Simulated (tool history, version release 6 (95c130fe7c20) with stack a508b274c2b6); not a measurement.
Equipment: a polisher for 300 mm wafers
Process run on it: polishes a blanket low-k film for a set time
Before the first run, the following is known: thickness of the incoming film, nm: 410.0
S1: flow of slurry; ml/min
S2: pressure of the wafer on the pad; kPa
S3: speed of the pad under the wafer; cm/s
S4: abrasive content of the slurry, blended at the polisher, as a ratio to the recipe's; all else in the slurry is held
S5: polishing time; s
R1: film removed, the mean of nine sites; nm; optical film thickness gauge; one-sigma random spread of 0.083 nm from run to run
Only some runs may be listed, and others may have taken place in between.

{"run": 1, "hour": 0.0, "S1": 125, "S2": 13.1, "S3": 102, "S4": 1, "S5": 62, "R1": 24.463}
{"run": 2, "hour": 7.4, "S1": 120, "S2": 11.7, "S3": 98, "S4": 1, "S5": 62, "R1": 21.105}
{"run": 3, "hour": 12.3, "S1": 115, "S2": 10.3, "S3": 96, "S4": 1, "S5": 62, "R1": 18.282}
{"run": 4, "hour": 16.0, "S1": 110, "S2": 9.7, "S3": 94, "S4": 1, "S5": 62, "R1": 16.741}
{"run": 5, "hour": 21.2, "S1": 105, "S2": 9, "S3": 94, "S4": 1, "S5": 62, "R1": 15.46}
{"run": 6, "hour": 24.9, "S1": 125, "S2": 9, "S3": 94, "S4": 1, "S5": 62, "R1": 16.266}
{"run": 7, "hour": 26.0, "S1": 120, "S2": 8.3, "S3": 94, "S4": 1, "S5": 62, "R1": 14.733}
{"run": 8, "hour": 28.0, "S1": 115, "S2": 7.6, "S3": 94, "S4": 1, "S5": 62, "R1": 13.422}
{"run": 9, "hour": 30.8, "S1": 110, "S2": 7.6, "S3": 94, "S4": 1, "S5": 62, "R1": 13.247}
{"run": 10, "hour": 32.0, "S1": 80, "S2": 6.2, "S3": 94, "S4": 1, "S5": 62, "R1": 10.098}
{"run": 11, "hour": 38.8, "S1": 85, "S2": 6.2, "S3": 94, "S4": 1, "S5": 62, "R1": 10.176}
{"run": 12, "hour": 42.6, "S1": 90, "S2": 6.2, "S3": 94, "S4": 1, "S5": 62, "R1": 10.539}
{"run": 13, "hour": 48.9, "S1": 95, "S2": 6.2, "S3": 94, "S4": 1, "S5": 62, "R1": 10.614}
{"run": 14, "hour": 50.1, "S1": 95, "S2": 6.2, "S3": 94, "S4": 1, "S5": 62, "R1": 10.586}
{"run": 15, "hour": 55.2, "S1": 100, "S2": 6.2, "S3": 94, "S4": 1, "S5": 62, "R1": 10.767}
{"run": 16, "hour": 58.7, "S1": 105, "S2": 6.2, "S3": 94, "S4": 1, "S5": 62, "R1": 10.9}
{"run": 17, "hour": 64.5, "S1": 110, "S2": 6.2, "S3": 94, "S4": 1, "S5": 62, "R1": 11.065}

Estimate the outcome of run 18 from the log above:
{"run": 18, "hour": 67.4, "S1": 115, "S2": 6.2, "S3": 94, "S4": 1, "S5": 62, "R1": "?"}

R1: 11.072 nm

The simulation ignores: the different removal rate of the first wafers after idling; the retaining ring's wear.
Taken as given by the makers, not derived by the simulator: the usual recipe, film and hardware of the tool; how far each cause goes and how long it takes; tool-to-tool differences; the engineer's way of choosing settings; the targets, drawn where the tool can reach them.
